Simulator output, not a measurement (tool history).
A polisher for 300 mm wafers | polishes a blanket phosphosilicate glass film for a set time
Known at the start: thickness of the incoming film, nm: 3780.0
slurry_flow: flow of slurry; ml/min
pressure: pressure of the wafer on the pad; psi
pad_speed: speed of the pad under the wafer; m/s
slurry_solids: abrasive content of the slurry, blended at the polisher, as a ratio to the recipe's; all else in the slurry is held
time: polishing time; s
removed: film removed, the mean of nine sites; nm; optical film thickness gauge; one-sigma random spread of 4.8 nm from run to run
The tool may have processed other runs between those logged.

{"run": 1, "hour": 0.0, "slurry_flow": 220, "pressure": 3.5, "pad_speed": 0.88, "slurry_solids": 1.0, "time": 48, "removed": 500.84}
{"run": 2, "hour": 5.0, "slurry_flow": 220, "pressure": 3.3, "pad_speed": 0.88, "slurry_solids": 1.0, "time": 48, "removed": 459.98}
{"run": 3, "hour": 6.2, "slurry_flow": 220, "pressure": 3.2, "pad_speed": 0.88, "slurry_solids": 1.0, "time": 48, "removed": 464.06}
{"run": 4, "hour": 14.3, "slurry_flow": 220, "pressure": 3.2, "pad_speed": 0.88, "slurry_solids": 1.0, "time": 48, "removed": 456.18}
{"run": 5, "hour": 22.8, "slurry_flow": 220, "pressure": 3.1, "pad_speed": 0.88, "slurry_solids": 1.0, "time": 48, "removed": 456.26}
{"run": 6, "hour": 31.3, "slurry_flow": 220, "pressure": 3.0, "pad_speed": 0.88, "slurry_solids": 1.0, "time": 48, "removed": 437.55}
{"run": 7, "hour": 34.4, "slurry_flow": 220, "pressure": 2.9, "pad_speed": 0.88, "slurry_solids": 1.0, "time": 48, "removed": 422.6}
{"run": 8, "hour": 40.8, "slurry_flow": 220, "pressure": 2.8, "pad_speed": 0.88, "slurry_solids": 1.0, "time": 48, "removed": 416.16}

Expected results for the next run?
{"run": 9, "hour": 47.8, "slurry_flow": 220, "pressure": 2.7, "pad_speed": 0.88, "slurry_solids": 1.0, "time": 48, "removed": "?"}

removed: 406.01 nm
